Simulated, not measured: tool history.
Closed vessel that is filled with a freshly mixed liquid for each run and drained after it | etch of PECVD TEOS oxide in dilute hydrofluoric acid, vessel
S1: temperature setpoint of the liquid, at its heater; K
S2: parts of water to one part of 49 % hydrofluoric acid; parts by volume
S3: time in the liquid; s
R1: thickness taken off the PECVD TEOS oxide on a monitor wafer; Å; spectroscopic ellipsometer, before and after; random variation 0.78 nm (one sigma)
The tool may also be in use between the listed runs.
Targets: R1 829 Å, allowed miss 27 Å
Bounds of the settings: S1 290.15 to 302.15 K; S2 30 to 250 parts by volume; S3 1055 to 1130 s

run,hour,S1,S2,S3,R1
1,0,294.15,140,1055,484.72
2,4.1,294.15,180,1055,362.59
3,9,296.65,180,1055,398.52
4,12.5,293.65,180,1055,360.21
5,20.6,293.65,150,1055,441.11
6,23,293.65,150,1055,443.67
7,31.5,294.65,145,1055,484.78
8,36.4,298.65,110,1060,760.47

Which of these 4 next moves meets every target?
A,41.3,302.15,140,1105,?
B,41.3,296.15,105,1055,?
C,41.3,297.15,110,1130,?
D,41.3,298.15,105,1095,?

move,R1
A,693.17
B,732.76
C,774.77
D,823.02
A: further off than the last run
B: further off than the last run
C: nearer than the last run, and not there yet
D: meets every target
Answer: D
